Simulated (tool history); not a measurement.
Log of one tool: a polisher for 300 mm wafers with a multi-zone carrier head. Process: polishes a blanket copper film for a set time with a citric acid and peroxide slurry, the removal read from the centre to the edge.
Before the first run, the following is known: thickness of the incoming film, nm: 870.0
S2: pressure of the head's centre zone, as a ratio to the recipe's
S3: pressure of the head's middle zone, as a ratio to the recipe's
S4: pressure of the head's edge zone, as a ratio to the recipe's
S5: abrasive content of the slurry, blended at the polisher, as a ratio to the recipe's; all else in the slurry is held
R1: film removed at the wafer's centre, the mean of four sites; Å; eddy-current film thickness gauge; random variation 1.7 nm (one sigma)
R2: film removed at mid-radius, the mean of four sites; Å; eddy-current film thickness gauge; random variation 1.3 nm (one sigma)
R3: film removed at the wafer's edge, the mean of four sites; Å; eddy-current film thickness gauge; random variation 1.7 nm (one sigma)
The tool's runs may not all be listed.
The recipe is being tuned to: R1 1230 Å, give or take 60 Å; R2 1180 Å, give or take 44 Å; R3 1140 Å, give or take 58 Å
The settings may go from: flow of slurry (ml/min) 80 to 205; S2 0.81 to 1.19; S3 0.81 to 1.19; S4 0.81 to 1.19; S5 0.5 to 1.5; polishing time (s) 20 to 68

run 1 day=0 | flow_of_slurry_(ml/min)=135 S2=1 S3=1 S4=1 S5=1 polishing_time_(s)=44 | R1=797.32 R2=820.2 R3=805.92
run 2 day=0.175 | flow_of_slurry_(ml/min)=135 S2=1 S3=1 S4=1.03 S5=1 polishing_time_(s)=44 | R1=792.26 R2=824.3 R3=823.52
run 3 day=0.304 | flow_of_slurry_(ml/min)=135 S2=1 S3=1 S4=1.03 S5=1 polishing_time_(s)=34 | R1=629.18 R2=634.7 R3=641.31
run 4 day=0.567 | flow_of_slurry_(ml/min)=145 S2=1.03 S3=1.02 S4=1.05 S5=1.1 polishing_time_(s)=38 | R1=718.39 R2=743.21 R3=743.76
run 5 day=0.675 | flow_of_slurry_(ml/min)=150 S2=1.07 S3=1.02 S4=1.04 S5=1.15 polishing_time_(s)=41 | R1=853.82 R2=799.75 R3=806.47
run 6 day=0.912 | flow_of_slurry_(ml/min)=155 S2=1.09 S3=1.05 S4=1.06 S5=1.25 polishing_time_(s)=43 | R1=922.52 R2=921.22 R3=866.83
run 7 day=1.042 | flow_of_slurry_(ml/min)=160 S2=1.1 S3=1.05 S4=1.08 S5=1.3 polishing_time_(s)=45 | R1=977.51 R2=945.24 R3=918.63
run 8 day=1.083 | flow_of_slurry_(ml/min)=165 S2=1.11 S3=1.06 S4=1.1 S5=1.35 polishing_time_(s)=47 | R1=1037.1 R2=1018.3 R3=981.52

4 candidate next runs follow, results not yet known. Just one meets every target within its allowed miss. Identify it.
run A day=1.125 | flow_of_slurry_(ml/min)=145 S2=1.07 S3=1.12 S4=1.12 S5=1.45 polishing_time_(s)=52 | R1=? R2=? R3=?
run B day=1.125 | flow_of_slurry_(ml/min)=175 S2=1.16 S3=1.12 S4=1.1 S5=1.15 polishing_time_(s)=49 | R1=? R2=? R3=?
run C day=1.125 | flow_of_slurry_(ml/min)=175 S2=1.19 S3=1.04 S4=1.06 S5=1.1 polishing_time_(s)=57 | R1=? R2=? R3=?
run D day=1.125 | flow_of_slurry_(ml/min)=205 S2=1.12 S3=1.04 S4=1.03 S5=1.3 polishing_time_(s)=54 | R1=? R2=? R3=?

move=A R1=1114.5 R2=1144.4 R3=1086.1
move=B R1=1123.8 R2=1059.9 R3=988.58
move=C R1=1328.3 R2=1147 R3=1120
move=D R1=1257 R2=1150.3 R3=1100.3
A: corrects the largest miss of the last run, while another result sits out of spec
B: closer than the last run, but not yet in spec
C: corrects the largest miss of the last run, while another result sits out of spec
D: meets every target
Go with D: it meets all targets.
